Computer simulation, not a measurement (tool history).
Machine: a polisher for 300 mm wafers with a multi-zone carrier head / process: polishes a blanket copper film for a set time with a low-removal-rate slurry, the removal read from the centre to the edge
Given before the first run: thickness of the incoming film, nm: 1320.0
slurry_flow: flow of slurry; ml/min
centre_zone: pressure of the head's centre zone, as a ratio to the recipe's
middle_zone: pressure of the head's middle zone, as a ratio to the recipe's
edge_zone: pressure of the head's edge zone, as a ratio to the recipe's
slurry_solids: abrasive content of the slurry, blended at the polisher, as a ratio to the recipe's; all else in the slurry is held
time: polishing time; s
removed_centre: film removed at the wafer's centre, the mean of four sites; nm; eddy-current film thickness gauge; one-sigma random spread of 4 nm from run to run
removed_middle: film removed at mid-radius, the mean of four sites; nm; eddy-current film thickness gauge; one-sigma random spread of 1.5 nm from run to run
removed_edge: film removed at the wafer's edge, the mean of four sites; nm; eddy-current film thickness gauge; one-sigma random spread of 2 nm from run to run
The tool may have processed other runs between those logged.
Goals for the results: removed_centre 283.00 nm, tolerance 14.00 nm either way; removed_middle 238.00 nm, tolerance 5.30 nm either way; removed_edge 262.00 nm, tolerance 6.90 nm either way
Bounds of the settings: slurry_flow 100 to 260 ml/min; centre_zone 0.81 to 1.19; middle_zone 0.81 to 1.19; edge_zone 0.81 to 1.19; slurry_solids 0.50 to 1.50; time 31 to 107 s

Run 1, day 0.000: slurry_flow 165 ml/min, centre_zone 1.00, middle_zone 1.00, edge_zone 1.00, slurry_solids 1.00, time 69 s. Result: removed_centre 216.01 nm, removed_middle 219.40 nm, removed_edge 215.79 nm.
Run 2, day 0.075: slurry_flow 170 ml/min, centre_zone 1.01, middle_zone 1.00, edge_zone 1.02, slurry_solids 1.00, time 69 s. Result: removed_centre 218.02 nm, removed_middle 216.03 nm, removed_edge 215.16 nm.
Run 3, day 0.246: slurry_flow 150 ml/min, centre_zone 1.01, middle_zone 1.00, edge_zone 1.02, slurry_solids 1.00, time 69 s. Result: removed_centre 210.39 nm, removed_middle 212.44 nm, removed_edge 212.14 nm.
Run 4, day 0.521: slurry_flow 160 ml/min, centre_zone 1.02, middle_zone 1.00, edge_zone 1.03, slurry_solids 1.05, time 69 s. Result: removed_centre 217.69 nm, removed_middle 216.09 nm, removed_edge 219.35 nm.
Run 5, day 0.692: slurry_flow 160 ml/min, centre_zone 1.02, middle_zone 1.00, edge_zone 1.03, slurry_solids 1.15, time 69 s. Result: removed_centre 221.27 nm, removed_middle 220.53 nm, removed_edge 225.06 nm.
Run 6, day 0.833: slurry_flow 160 ml/min, centre_zone 1.02, middle_zone 1.00, edge_zone 1.10, slurry_solids 1.15, time 69 s. Result: removed_centre 216.88 nm, removed_middle 223.03 nm, removed_edge 226.42 nm.
Run 7, day 0.971: slurry_flow 165 ml/min, centre_zone 1.03, middle_zone 0.99, edge_zone 1.10, slurry_solids 1.20, time 69 s. Result: removed_centre 220.61 nm, removed_middle 220.99 nm, removed_edge 230.55 nm.
Run 8, day 1.008: slurry_flow 165 ml/min, centre_zone 1.03, middle_zone 0.99, edge_zone 1.10, slurry_solids 1.20, time 69 s. Result: removed_centre 222.30 nm, removed_middle 222.87 nm, removed_edge 234.14 nm.
Run 9, day 1.200: slurry_flow 175 ml/min, centre_zone 1.04, middle_zone 0.99, edge_zone 1.10, slurry_solids 1.20, time 69 s. Result: removed_centre 232.12 nm, removed_middle 222.10 nm, removed_edge 229.82 nm.
Run 10, day 1.562: slurry_flow 180 ml/min, centre_zone 1.04, middle_zone 0.99, edge_zone 1.10, slurry_solids 1.25, time 69 s. Result: removed_centre 232.96 nm, removed_middle 229.03 nm, removed_edge 234.17 nm.
Run 11, day 1.592: slurry_flow 180 ml/min, centre_zone 1.05, middle_zone 0.98, edge_zone 1.10, slurry_solids 1.30, time 69 s. Result: removed_centre 229.82 nm, removed_middle 228.72 nm, removed_edge 237.26 nm.
Run 12, day 1.929: slurry_flow 185 ml/min, centre_zone 1.07, middle_zone 0.97, edge_zone 1.11, slurry_solids 1.30, time 69 s. Result: removed_centre 242.90 nm, removed_middle 226.22 nm, removed_edge 238.72 nm.
Run 13, day 1.996: slurry_flow 185 ml/min, centre_zone 1.07, middle_zone 0.97, edge_zone 1.11, slurry_solids 1.30, time 69 s. Result: removed_centre 247.54 nm, removed_middle 224.76 nm, removed_edge 238.71 nm.
Run 14, day 2.017: slurry_flow 190 ml/min, centre_zone 1.07, middle_zone 0.97, edge_zone 1.12, slurry_solids 1.30, time 69 s. Result: removed_centre 250.37 nm, removed_middle 226.13 nm, removed_edge 244.67 nm.
Run 15, day 2.133: slurry_flow 195 ml/min, centre_zone 1.07, middle_zone 0.97, edge_zone 1.12, slurry_solids 1.30, time 69 s. Result: removed_centre 248.41 nm, removed_middle 228.14 nm, removed_edge 241.59 nm.
Run 16, day 2.321: slurry_flow 200 ml/min, centre_zone 1.07, middle_zone 0.97, edge_zone 1.13, slurry_solids 1.30, time 69 s. Result: removed_centre 250.22 nm, removed_middle 229.27 nm, removed_edge 244.29 nm.
Run 17, day 2.592: slurry_flow 205 ml/min, centre_zone 1.07, middle_zone 0.97, edge_zone 1.14, slurry_solids 1.30, time 69 s. Result: removed_centre 247.59 nm, removed_middle 228.91 nm, removed_edge 247.52 nm.
Run 18, day 2.933: slurry_flow 210 ml/min, centre_zone 1.08, middle_zone 0.97, edge_zone 1.14, slurry_solids 1.30, time 69 s. Result: removed_centre 246.82 nm, removed_middle 228.75 nm, removed_edge 247.63 nm.
Run 19, day 3.142: slurry_flow 215 ml/min, centre_zone 1.09, middle_zone 0.97, edge_zone 1.14, slurry_solids 1.30, time 69 s. Result: removed_centre 255.97 nm, removed_middle 231.12 nm, removed_edge 247.71 nm.
Run 20, day 3.317: slurry_flow 220 ml/min, centre_zone 1.10, middle_zone 0.97, edge_zone 1.14, slurry_solids 1.30, time 69 s. Result: removed_centre 257.91 nm, removed_middle 230.64 nm, removed_edge 244.64 nm.
Run 21, day 3.646: slurry_flow 230 ml/min, centre_zone 1.12, middle_zone 0.96, edge_zone 1.16, slurry_solids 1.40, time 69 s. Result: removed_centre 273.16 nm, removed_middle 233.22 nm, removed_edge 251.59 nm.

Of the 5 settings listed for the next run, only one would bring every result within its allowed miss of target. Which one?
Run A, day 3.975: slurry_flow 240 ml/min, centre_zone 1.16, middle_zone 0.95, edge_zone 1.13, slurry_solids 1.50, time 67 s. Result: removed_centre ?, removed_middle ?, removed_edge ?.
Run B, day 3.975: slurry_flow 195 ml/min, centre_zone 1.15, middle_zone 0.94, edge_zone 1.16, slurry_solids 1.40, time 73 s. Result: removed_centre ?, removed_middle ?, removed_edge ?.
Run C, day 3.975: slurry_flow 255 ml/min, centre_zone 1.11, middle_zone 1.05, edge_zone 1.11, slurry_solids 1.50, time 63 s. Result: removed_centre ?, removed_middle ?, removed_edge ?.
Run D, day 3.975: slurry_flow 210 ml/min, centre_zone 1.15, middle_zone 0.85, edge_zone 1.06, slurry_solids 1.30, time 75 s. Result: removed_centre ?, removed_middle ?, removed_edge ?.
Run E, day 3.975: slurry_flow 145 ml/min, centre_zone 1.12, middle_zone 1.01, edge_zone 1.18, slurry_solids 1.45, time 67 s. Result: removed_centre ?, removed_middle ?, removed_edge ?.

move  removed_centre  removed_middle  removed_edge
   A          280.08          230.18        248.98
   B          288.67          237.98        264.67
   C          254.17          237.32        233.32
   D          295.65          224.12        260.24
   E          244.18          221.00        236.45
A: lands further from the targets than the last run did
B: hits every target within its allowed miss
C: lands further from the targets than the last run did
D: the worst result of the last run now meets its target, but another is out of spec
E: lands further from the targets than the last run did
B meets every target.
